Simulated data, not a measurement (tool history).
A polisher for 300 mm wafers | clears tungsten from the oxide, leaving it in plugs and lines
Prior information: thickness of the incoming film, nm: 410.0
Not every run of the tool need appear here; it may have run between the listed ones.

run  hour  flow of slurry (ml/min)  pressure of the wafer on the pad (kPa)  speed of the pad under the wafer (m/s)  abrasive content of the slurry  overpolish time after the end point (s)  time until the end point was called (s)
  1     0                      195                                    33.1                                    1.08                               1                                        6                                   81.899
  2   1.9                      195                                    36.5                                    1.08                               1                                        6                                   74.574
  3   8.9                      195                                    39.3                                     1.1                               1                                        6                                   68.837
  4    16                      230                                    39.3                                     1.1                               1                                        6                                   68.791
  5  21.1                      230                                    39.3                                     1.1                            0.85                                        6                                   72.645
  6  23.6                      230                                    41.4                                    1.14                            0.85                                        6                                   65.779
  7  26.5                      230                                    43.4                                    1.16                            0.85                                        6                                   63.217

What will run 8 give?
  8  29.3                      230                                    44.8                                     1.2                            0.85                                        6                                        ?

time until the end point was called (s): 59.344

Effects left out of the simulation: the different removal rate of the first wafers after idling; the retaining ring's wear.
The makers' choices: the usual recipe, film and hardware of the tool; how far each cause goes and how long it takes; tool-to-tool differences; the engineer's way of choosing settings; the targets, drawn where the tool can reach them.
